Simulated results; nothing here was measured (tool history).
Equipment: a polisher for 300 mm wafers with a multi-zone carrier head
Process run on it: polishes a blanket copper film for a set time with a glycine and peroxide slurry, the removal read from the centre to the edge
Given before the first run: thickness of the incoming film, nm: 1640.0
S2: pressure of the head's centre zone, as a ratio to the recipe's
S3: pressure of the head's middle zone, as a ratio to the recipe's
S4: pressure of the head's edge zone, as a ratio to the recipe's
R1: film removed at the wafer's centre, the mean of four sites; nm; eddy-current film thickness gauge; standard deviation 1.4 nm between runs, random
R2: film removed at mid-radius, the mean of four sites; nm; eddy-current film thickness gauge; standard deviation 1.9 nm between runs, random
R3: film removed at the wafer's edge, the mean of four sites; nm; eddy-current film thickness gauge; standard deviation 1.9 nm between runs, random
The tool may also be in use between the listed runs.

Run 1, hour 0: flow of slurry (ml/min) 275, S2 1, S3 1, S4 1, polishing time (s) 52. Result: R1 196.01 nm, R2 193.8 nm, R3 193.5 nm.
Run 2, hour 7: flow of slurry (ml/min) 280, S2 1.01, S3 1, S4 0.96, polishing time (s) 49. Result: R1 184.75 nm, R2 185.38 nm, R3 177.71 nm.
Run 3, hour 13.9: flow of slurry (ml/min) 280, S2 1.01, S3 1, S4 1.01, polishing time (s) 49. Result: R1 184.95 nm, R2 182.28 nm, R3 179.6 nm.
Run 4, hour 15.9: flow of slurry (ml/min) 285, S2 1.03, S3 1, S4 1, polishing time (s) 47. Result: R1 181.41 nm, R2 175.84 nm, R3 170.32 nm.
Run 5, hour 22.1: flow of slurry (ml/min) 290, S2 1.04, S3 0.99, S4 0.99, polishing time (s) 45. Result: R1 174.8 nm, R2 166.61 nm, R3 166.98 nm.
Run 6, hour 27.3: flow of slurry (ml/min) 285, S2 1.06, S3 1, S4 0.97, polishing time (s) 44. Result: R1 175.01 nm, R2 165.48 nm, R3 162.17 nm.

Predict the results of run 7:
Run 7, hour 35.8: flow of slurry (ml/min) 290, S2 1.08, S3 1.01, S4 0.95, polishing time (s) 43. Result: R1 ?, R2 ?, R3 ?.

{"run 7": {"R1": 175.53, "R2": 159.11, "R3": 155.99}}
